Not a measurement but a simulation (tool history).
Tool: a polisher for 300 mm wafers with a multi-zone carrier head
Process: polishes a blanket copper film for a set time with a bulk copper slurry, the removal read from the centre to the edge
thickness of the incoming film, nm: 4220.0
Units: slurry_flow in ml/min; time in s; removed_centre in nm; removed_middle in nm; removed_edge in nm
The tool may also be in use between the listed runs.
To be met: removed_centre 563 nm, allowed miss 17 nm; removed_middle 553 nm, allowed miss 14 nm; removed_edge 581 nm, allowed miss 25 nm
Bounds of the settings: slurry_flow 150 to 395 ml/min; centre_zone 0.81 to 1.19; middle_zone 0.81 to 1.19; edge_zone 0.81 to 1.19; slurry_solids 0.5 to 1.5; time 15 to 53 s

run  hour  slurry_flow  centre_zone  middle_zone  edge_zone  slurry_solids  time  removed_centre  removed_middle  removed_edge
  1     0          250            1            1          1              1    34          398.55          401.24        403.23
  2   6.2          250         0.96            1          1              1    34          382.13          408.63        400.17
  3  11.7          250         0.92            1          1              1    34          369.23          401.28        407.13
  4  19.7          250         0.92            1       0.92              1    34          366.39          405.72        397.13
  5  26.3          250         0.93            1       0.93           1.05    35          380.85          421.56        402.38
  6  29.1          250         0.93            1       0.93           1.05    31          341.58          379.98        368.51
  7  31.9          295         1.03         1.03       1.03            1.3    41          534.58          531.35         536.7
     35.2  -- worn pad replaced by a new one
  8  35.2          300         1.03         1.03       1.04            1.3    41          578.37          574.34        578.82

4 next moves are on the table. One of them brings every result within its allowed miss. Which?
  A  38.5          320         1.05         1.04       0.92           1.35    42               ?               ?             ?
  B  38.5          255         1.02         0.99       1.07            1.3    41               ?               ?             ?
  C  38.5          300         1.11         1.02       0.96            1.3    40               ?               ?             ?
  D  38.5          250         1.06         1.07       1.03           1.15    43               ?               ?             ?

move  removed_centre  removed_middle  removed_edge
   A          605.91          610.86        560.58
   B          558.96          558.27        576.45
   C          601.55          565.04        538.42
   D          592.64          606.97        576.76
A: further off than the last run
B: meets every target
C: brings the result that was furthest off to its target, and leaves another outside
D: further off than the last run
Move B is the one to make.
